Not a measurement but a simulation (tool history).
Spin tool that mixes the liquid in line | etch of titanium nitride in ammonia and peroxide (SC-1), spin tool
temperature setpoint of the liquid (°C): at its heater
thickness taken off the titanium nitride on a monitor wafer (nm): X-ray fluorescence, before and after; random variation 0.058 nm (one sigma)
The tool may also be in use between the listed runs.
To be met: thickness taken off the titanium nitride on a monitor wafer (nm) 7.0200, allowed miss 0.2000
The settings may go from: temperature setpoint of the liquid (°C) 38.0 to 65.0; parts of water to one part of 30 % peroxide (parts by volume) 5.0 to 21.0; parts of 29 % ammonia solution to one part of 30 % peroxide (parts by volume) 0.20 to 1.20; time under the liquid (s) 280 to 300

| run | day | temperature setpoint of the liquid (°C) | parts of water to one part of 30 % peroxide (parts by volume) | parts of 29 % ammonia solution to one part of 30 % peroxide (parts by volume) | time under the liquid (s) | thickness taken off the titanium nitride on a monitor wafer (nm) |
|---|---|---|---|---|---|---|
| 1 | 0.000 | 49.0 | 11.5 | 0.85 | 280 | 12.2700 |
| 2 | 0.092 | 47.5 | 11.5 | 0.85 | 280 | 11.0290 |
| 3 | 0.342 | 46.0 | 11.5 | 0.85 | 280 | 9.8983 |
| 4 | 0.446 | 46.0 | 11.5 | 0.85 | 280 | 9.9230 |
| 5 | 0.525 | 46.0 | 15.0 | 0.85 | 280 | 8.5593 |
| 6 | 0.567 | 46.0 | 15.0 | 0.70 | 280 | 8.2526 |
| 7 | 0.733 | 46.0 | 15.0 | 0.70 | 280 | 8.3666 |
| 8 | 0.754 | 46.0 | 15.0 | 0.70 | 280 | 8.2482 |
| 9 | 1.104 | 46.0 | 15.0 | 0.70 | 280 | 8.3873 |
| 10 | 1.283 | 45.5 | 15.0 | 0.70 | 280 | 8.0267 |
| 11 | 1.604 | 45.0 | 15.0 | 0.70 | 280 | 7.7741 |
| 12 | 1.833 | 44.5 | 15.0 | 0.70 | 280 | 7.5336 |

4 next moves are on the table. One of them brings every result within its allowed miss. Which?
| A | 2.062 | 43.0 | 14.5 | 0.60 | 280 | ? |
| B | 2.062 | 44.0 | 14.0 | 0.50 | 280 | ? |
| C | 2.062 | 47.5 | 16.5 | 0.55 | 280 | ? |
| D | 2.062 | 42.0 | 12.0 | 0.70 | 300 | ? |

| move | thickness taken off the titanium nitride on a monitor wafer (nm) |
|---|---|
| A | 6.6357 |
| B | 7.0382 |
| C | 8.4103 |
| D | 7.5091 |
A: takes the result that was furthest off past its target
B: meets every target
C: further off than the last run
D: as far off as the last run
The right move is B.
